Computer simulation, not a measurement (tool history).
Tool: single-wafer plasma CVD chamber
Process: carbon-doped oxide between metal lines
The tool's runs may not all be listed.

run,hour,heater temperature setpoint (°C),chamber pressure (mTorr),RF power (kW),deposition time (s),mean film thickness on the monitor wafer (Å)
1,0,355,6010,0.61,10,583.24
2,4.7,355,6010,0.61,9.5,558.17
3,12.5,355,5090,0.61,9.5,549.87
4,17.6,355,5670,0.61,9.5,556.11
5,18.8,358,5400,0.6,9.5,543.95
6,24.8,360,5170,0.595,9.5,537.62
7,26.4,362,4970,0.59,9.5,528.25
8,30.2,364,4850,0.59,9.5,528.51

The next listed run, before its measurement:
9,31.3,365,4690,0.585,9.5,?

{"run 9": {"mean film thickness on the monitor wafer (Å)": 517.72}}
